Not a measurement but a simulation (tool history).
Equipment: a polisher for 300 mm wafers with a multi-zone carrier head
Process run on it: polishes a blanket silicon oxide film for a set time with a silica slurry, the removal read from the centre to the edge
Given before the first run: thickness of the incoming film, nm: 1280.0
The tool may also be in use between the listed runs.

run	hour	flow of slurry (ml/min)	pressure of the head's centre zone	pressure of the head's middle zone	pressure of the head's edge zone	abrasive content of the slurry	polishing time (s)	film removed at the wafer's centre (nm)	film removed at mid-radius (nm)	film removed at the wafer's edge (nm)
1	0	270	1	1	1	1	32	92.744	94.901	95.622
2	3	270	0.95	1	1	1	32	89.366	96.456	95.036
3	4.2	270	0.98	1	1	1	32	94.38	95.701	95.39
4	7.9	270	0.9	1	1	1	32	86.414	93.794	95.272
5	10.6	270	0.9	1	1	1.15	32	90.84	101.58	98.756
6	15.5	270	0.91	0.98	1.03	1.2	32	91.888	100.18	104.79
7	18.9	275	0.94	0.99	1.05	1.25	32	98.038	101.62	105.96
8	22.5	275	0.94	0.99	1.06	1.3	33	98.976	106.61	109.89

Predict the results of run 9:
9	25.4	275	0.95	0.99	1.07	1.35	33	?	?	?

Run 9 gave film removed at the wafer's centre (nm) 101.52, film removed at mid-radius (nm) 109.25, film removed at the wafer's edge (nm) 112.9.

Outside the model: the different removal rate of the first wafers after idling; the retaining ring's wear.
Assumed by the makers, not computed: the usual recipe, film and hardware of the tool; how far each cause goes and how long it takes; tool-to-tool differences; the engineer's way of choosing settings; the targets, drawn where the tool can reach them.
